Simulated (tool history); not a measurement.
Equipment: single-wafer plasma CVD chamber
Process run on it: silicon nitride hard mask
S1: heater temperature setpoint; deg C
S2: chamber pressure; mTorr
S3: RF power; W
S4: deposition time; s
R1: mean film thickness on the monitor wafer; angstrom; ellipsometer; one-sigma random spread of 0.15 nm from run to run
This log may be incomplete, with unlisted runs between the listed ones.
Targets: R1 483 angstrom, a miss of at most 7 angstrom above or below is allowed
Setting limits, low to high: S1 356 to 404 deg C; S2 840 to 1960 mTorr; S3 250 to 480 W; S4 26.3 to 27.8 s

run 1 hour=0 | S1=380 S2=1400 S3=365 S4=27.8 | R1=386.54
run 2 hour=2.8 | S1=380 S2=1400 S3=385 S4=27.8 | R1=402.15
run 3 hour=9.1 | S1=380 S2=1220 S3=385 S4=27.8 | R1=382.27
run 4 hour=11 | S1=380 S2=1080 S3=385 S4=27.8 | R1=364.28
run 5 hour=19.5 | S1=380 S2=1320 S3=390 S4=27.8 | R1=395.2
run 6 hour=21.2 | S1=380 S2=1490 S3=395 S4=27.8 | R1=416.91
run 7 hour=29.2 | S1=380 S2=1620 S3=400 S4=27.8 | R1=431.72
run 8 hour=37.4 | S1=380 S2=1710 S3=405 S4=27.8 | R1=443.56
run 9 hour=44.2 | S1=380 S2=1780 S3=410 S4=27.8 | R1=451.51
run 10 hour=48.5 | S1=380 S2=1830 S3=415 S4=27.8 | R1=461.07
run 11 hour=56.5 | S1=380 S2=1860 S3=420 S4=27.8 | R1=466.19
run 12 hour=59.4 | S1=380 S2=1890 S3=425 S4=27.8 | R1=469.54
-- hour=64.6 thermocouple changed; heater temperature recalibrated
run 13 hour=64.6 | S1=380 S2=1910 S3=430 S4=27.8 | R1=475.57

Exercise: of the 4 proposed moves below, exactly one satisfies all targets within the stated allowed misses. Which move is it?
run A hour=69.8 | S1=381 S2=1890 S3=465 S4=27.8 | R1=?
run B hour=69.8 | S1=385 S2=1890 S3=430 S4=26.9 | R1=?
run C hour=69.8 | S1=381 S2=1850 S3=470 S4=26.9 | R1=?
run D hour=69.8 | S1=384 S2=1940 S3=475 S4=27.1 | R1=?

move=A R1=501
move=B R1=459.96
move=C R1=484.69
move=D R1=497.58
A: the result that was furthest off in the last run now lies on the other side of its target
B: further off than the last run
C: all results in spec
D: the result that was furthest off in the last run now lies on the other side of its target
The move that meets every target is C.
